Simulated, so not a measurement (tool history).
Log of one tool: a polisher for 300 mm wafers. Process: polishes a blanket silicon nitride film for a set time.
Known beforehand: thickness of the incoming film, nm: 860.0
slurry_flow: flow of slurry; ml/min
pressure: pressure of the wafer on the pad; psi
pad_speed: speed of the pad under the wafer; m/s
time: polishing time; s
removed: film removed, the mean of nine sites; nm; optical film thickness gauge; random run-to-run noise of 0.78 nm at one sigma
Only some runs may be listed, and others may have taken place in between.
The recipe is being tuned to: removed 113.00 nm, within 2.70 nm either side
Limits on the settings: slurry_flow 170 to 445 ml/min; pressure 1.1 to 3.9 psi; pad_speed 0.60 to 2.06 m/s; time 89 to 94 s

| run | hour | slurry_flow | pressure | pad_speed | time | removed |
|---|---|---|---|---|---|---|
| 1 | 0.0 | 285 | 2.5 | 1.32 | 89 | 161.83 |
| 2 | 3.6 | 345 | 2.5 | 1.32 | 89 | 167.32 |
| 3 | 4.6 | 330 | 2.3 | 1.32 | 89 | 154.81 |
| 4 | 7.7 | 330 | 2.3 | 1.48 | 89 | 170.59 |
| 5 | 8.9 | 330 | 2.3 | 1.64 | 89 | 184.90 |
| 6 | 16.8 | 315 | 2.0 | 1.64 | 89 | 167.47 |
| 7 | 22.6 | 315 | 1.3 | 1.48 | 89 | 115.17 |
| 8 | 29.2 | 315 | 1.3 | 1.48 | 89 | 116.17 |

5 candidate next runs follow, results not yet known. Just one meets every target within its allowed miss. Identify it.
| A | 35.8 | 280 | 1.2 | 1.46 | 89 | ? |
| B | 35.8 | 360 | 1.2 | 1.52 | 93 | ? |
| C | 35.8 | 290 | 1.3 | 1.48 | 93 | ? |
| D | 35.8 | 375 | 1.3 | 1.38 | 94 | ? |
| E | 35.8 | 335 | 1.1 | 1.60 | 89 | ? |

| move | removed |
|---|---|
| A | 108.17 |
| B | 119.44 |
| C | 120.29 |
| D | 117.58 |
| E | 112.59 |
A: takes the result that was furthest off past its target
B: the biggest miss grows against the last run
C: the biggest miss grows against the last run
D: the biggest miss grows against the last run
E: in spec on every target
So the answer is move E, the one that meets all the targets.

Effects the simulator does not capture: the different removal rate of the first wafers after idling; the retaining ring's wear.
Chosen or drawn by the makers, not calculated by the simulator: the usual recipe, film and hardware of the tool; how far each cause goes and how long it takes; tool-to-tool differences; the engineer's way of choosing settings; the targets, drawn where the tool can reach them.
